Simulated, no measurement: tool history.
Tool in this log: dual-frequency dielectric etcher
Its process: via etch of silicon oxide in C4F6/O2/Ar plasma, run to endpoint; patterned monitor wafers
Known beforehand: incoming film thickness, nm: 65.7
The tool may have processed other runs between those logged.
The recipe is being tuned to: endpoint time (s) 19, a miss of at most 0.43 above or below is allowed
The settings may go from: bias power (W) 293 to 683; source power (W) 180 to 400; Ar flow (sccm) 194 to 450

run	day	bias power (W)	source power (W)	Ar flow (sccm)	endpoint time (s)
1	0	488	290	322	15.847
2	0.154	559	290	322	14.816
3	0.504	559	290	278	14.695
4	0.65	559	310	278	14.452
5	0.825	495	290	282	15.633
6	0.921	495	290	227	15.275
7	0.975	447	280	232	16.436
8	1.004	413	280	233	16.926
9	1.112	386	280	234	17.222
10	1.396	364	270	235	18.041
11	1.654	352	270	235	18.459

Which one of the following 5 next-run settings gets every result inside its allowed miss? There is exactly one.
A	1.912	429	230	247	?
B	1.912	321	280	194	?
C	1.912	401	240	288	?
D	1.912	346	300	241	?
E	1.912	396	260	211	?

move	endpoint time (s)
A	17.598
B	18.823
C	18.133
D	17.975
E	17.458
A: the biggest miss grows against the last run
B: each result inside its tolerance
C: the biggest miss grows against the last run
D: the biggest miss grows against the last run
E: the biggest miss grows against the last run
B is the move that brings every result within its allowed miss.
